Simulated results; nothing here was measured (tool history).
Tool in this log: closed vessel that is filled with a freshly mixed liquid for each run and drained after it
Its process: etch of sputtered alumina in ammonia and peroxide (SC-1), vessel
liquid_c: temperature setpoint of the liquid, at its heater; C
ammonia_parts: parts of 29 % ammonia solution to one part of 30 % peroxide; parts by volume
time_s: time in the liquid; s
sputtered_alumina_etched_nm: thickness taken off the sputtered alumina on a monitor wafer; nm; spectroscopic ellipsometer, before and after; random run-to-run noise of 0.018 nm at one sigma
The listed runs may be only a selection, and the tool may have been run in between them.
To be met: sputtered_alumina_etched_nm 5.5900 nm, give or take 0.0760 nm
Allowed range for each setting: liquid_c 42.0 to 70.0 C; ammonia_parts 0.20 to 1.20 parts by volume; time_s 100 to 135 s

run 1 day=0.000 | liquid_c=58.0 ammonia_parts=0.75 time_s=135 | sputtered_alumina_etched_nm=8.7462
run 2 day=0.200 | liquid_c=56.5 ammonia_parts=0.75 time_s=135 | sputtered_alumina_etched_nm=8.0640
run 3 day=0.304 | liquid_c=56.5 ammonia_parts=0.95 time_s=135 | sputtered_alumina_etched_nm=8.2262
run 4 day=0.633 | liquid_c=55.0 ammonia_parts=0.95 time_s=135 | sputtered_alumina_etched_nm=7.5513
run 5 day=0.717 | liquid_c=52.5 ammonia_parts=0.95 time_s=135 | sputtered_alumina_etched_nm=6.6379
run 6 day=1.100 | liquid_c=52.0 ammonia_parts=0.95 time_s=135 | sputtered_alumina_etched_nm=6.4662
run 7 day=1.254 | liquid_c=51.5 ammonia_parts=0.95 time_s=135 | sputtered_alumina_etched_nm=6.2673
run 8 day=1.621 | liquid_c=49.0 ammonia_parts=0.95 time_s=135 | sputtered_alumina_etched_nm=5.4604
run 9 day=1.829 | liquid_c=49.0 ammonia_parts=0.95 time_s=135 | sputtered_alumina_etched_nm=5.4591

Below are 4 possible settings for the next run. Only one of them brings all results inside the allowed miss of their targets. Which is it?
run A day=2.038 | liquid_c=50.0 ammonia_parts=0.85 time_s=135 | sputtered_alumina_etched_nm=?
run B day=2.038 | liquid_c=48.5 ammonia_parts=1.00 time_s=135 | sputtered_alumina_etched_nm=?
run C day=2.038 | liquid_c=56.0 ammonia_parts=0.55 time_s=100 | sputtered_alumina_etched_nm=?
run D day=2.038 | liquid_c=49.0 ammonia_parts=0.80 time_s=135 | sputtered_alumina_etched_nm=?

move=A sputtered_alumina_etched_nm=5.7228
move=B sputtered_alumina_etched_nm=5.3498
move=C sputtered_alumina_etched_nm=5.6194
move=D sputtered_alumina_etched_nm=5.3844
A: moves the result that the last run missed by most past its target, out the other side
B: moves away from the targets compared with the last run
C: meets every target
D: moves away from the targets compared with the last run
Go with C: it meets all targets.
